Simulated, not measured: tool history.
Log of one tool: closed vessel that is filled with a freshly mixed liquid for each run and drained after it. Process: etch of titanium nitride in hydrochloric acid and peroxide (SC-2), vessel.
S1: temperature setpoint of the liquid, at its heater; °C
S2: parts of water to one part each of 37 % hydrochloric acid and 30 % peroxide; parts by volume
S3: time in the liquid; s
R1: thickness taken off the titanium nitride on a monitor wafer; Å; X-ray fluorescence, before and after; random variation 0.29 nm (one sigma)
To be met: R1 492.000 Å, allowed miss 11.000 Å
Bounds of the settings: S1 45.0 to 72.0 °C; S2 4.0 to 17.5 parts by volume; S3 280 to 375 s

{"run": 1, "hour": 0.0, "S1": 61.0, "S2": 9.5, "S3": 375, "R1": 175.5}
{"run": 2, "hour": 5.9, "S1": 54.0, "S2": 9.5, "S3": 375, "R1": 113.7}
{"run": 3, "hour": 14.7, "S1": 54.0, "S2": 9.5, "S3": 280, "R1": 85.355}
{"run": 4, "hour": 21.9, "S1": 57.0, "S2": 9.5, "S3": 280, "R1": 102.98}
{"run": 5, "hour": 23.0, "S1": 57.0, "S2": 12.0, "S3": 280, "R1": 84.509}
{"run": 6, "hour": 25.2, "S1": 59.0, "S2": 11.0, "S3": 280, "R1": 103.37}
{"run": 7, "hour": 29.5, "S1": 60.5, "S2": 10.0, "S3": 280, "R1": 122.53}
{"run": 8, "hour": 34.7, "S1": 62.0, "S2": 9.5, "S3": 290, "R1": 145.91}
{"run": 9, "hour": 41.3, "S1": 63.0, "S2": 9.0, "S3": 295, "R1": 163.65}
{"run": 10, "hour": 48.6, "S1": 64.0, "S2": 8.5, "S3": 300, "R1": 187.14}
{"run": 11, "hour": 51.8, "S1": 65.0, "S2": 8.0, "S3": 305, "R1": 210.29}
{"run": 12, "hour": 59.7, "S1": 66.0, "S2": 7.5, "S3": 310, "R1": 242.1}
{"run": 13, "hour": 64.9, "S1": 66.5, "S2": 7.0, "S3": 310, "R1": 262.58}
{"run": 14, "hour": 70.8, "S1": 67.0, "S2": 6.5, "S3": 310, "R1": 284.75}
{"hour": 75.4, "done": "chemicals flow meter replaced"}
{"run": 15, "hour": 75.4, "S1": 67.5, "S2": 6.0, "S3": 310, "R1": 292.43}
{"run": 16, "hour": 84.4, "S1": 67.5, "S2": 6.0, "S3": 310, "R1": 289.86}
{"run": 17, "hour": 85.1, "S1": 68.0, "S2": 6.0, "S3": 315, "R1": 304.59}
{"run": 18, "hour": 91.5, "S1": 72.0, "S2": 4.0, "S3": 365, "R1": 596.8}
{"run": 19, "hour": 98.2, "S1": 71.5, "S2": 4.0, "S3": 365, "R1": 582.87}
{"run": 20, "hour": 102.6, "S1": 71.0, "S2": 4.0, "S3": 365, "R1": 562.48}
{"run": 21, "hour": 110.9, "S1": 70.5, "S2": 4.0, "S3": 365, "R1": 545.76}
{"run": 22, "hour": 115.1, "S1": 70.5, "S2": 4.0, "S3": 365, "R1": 546.51}
{"run": 23, "hour": 120.9, "S1": 69.5, "S2": 4.0, "S3": 365, "R1": 516.24}

5 next moves are on the table. One of them brings every result within its allowed miss. Which?
{"run": "A", "hour": 126.7, "S1": 71.0, "S2": 4.0, "S3": 345, "R1": "?"}
{"run": "B", "hour": 126.7, "S1": 69.5, "S2": 4.5, "S3": 375, "R1": "?"}
{"run": "C", "hour": 126.7, "S1": 72.0, "S2": 4.0, "S3": 335, "R1": "?"}
{"run": "D", "hour": 126.7, "S1": 70.5, "S2": 4.0, "S3": 370, "R1": "?"}
{"run": "E", "hour": 126.7, "S1": 70.0, "S2": 4.0, "S3": 320, "R1": "?"}

move=A R1=531.430
move=B R1=488.010
move=C R1=547.180
move=D R1=553.410
move=E R1=464.700
A: further off than the last run
B: meets every target
C: further off than the last run
D: further off than the last run
E: takes the result that was furthest off past its target
The right move is B.
